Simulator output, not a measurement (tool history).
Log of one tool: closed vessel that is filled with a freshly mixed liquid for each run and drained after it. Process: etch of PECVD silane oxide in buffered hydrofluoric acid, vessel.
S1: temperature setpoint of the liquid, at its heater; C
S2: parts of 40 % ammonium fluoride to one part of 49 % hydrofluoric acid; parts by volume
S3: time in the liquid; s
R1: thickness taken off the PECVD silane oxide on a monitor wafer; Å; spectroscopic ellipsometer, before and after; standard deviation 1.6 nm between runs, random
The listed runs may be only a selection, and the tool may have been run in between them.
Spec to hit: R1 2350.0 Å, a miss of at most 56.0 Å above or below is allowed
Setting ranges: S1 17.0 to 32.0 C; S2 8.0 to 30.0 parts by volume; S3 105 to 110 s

run  hour    S1    S2   S3      R1
  1   0.0  24.0  22.5  105  1685.2
  2   7.5  24.0  28.0  105  1455.4
  3   9.7  24.0  30.0  105  1383.5
  4  17.6  25.5  30.0  105  1486.1
  5  24.2  25.5  26.5  105  1636.2
  6  31.2  27.0  26.5  105  1767.8
  7  32.6  28.0  26.0  105  1902.9
  8  34.2  29.0  26.0  105  1998.4

Next run, 4 choices. One meets every target within its allowed miss, the rest don't. Which?
  A  35.8  28.0  21.0  105   ?
  B  35.8  30.5  25.5  105   ?
  C  35.8  30.0  24.0  110   ?
  D  35.8  30.5  28.0  110   ?

move      R1
   A  2196.4
   B  2196.6
   C  2335.8
   D  2159.2
A: nearer the targets than the last run, but a result is still out of spec
B: nearer the targets than the last run, but a result is still out of spec
C: each result inside its tolerance
D: nearer the targets than the last run, but a result is still out of spec
The right move is C.

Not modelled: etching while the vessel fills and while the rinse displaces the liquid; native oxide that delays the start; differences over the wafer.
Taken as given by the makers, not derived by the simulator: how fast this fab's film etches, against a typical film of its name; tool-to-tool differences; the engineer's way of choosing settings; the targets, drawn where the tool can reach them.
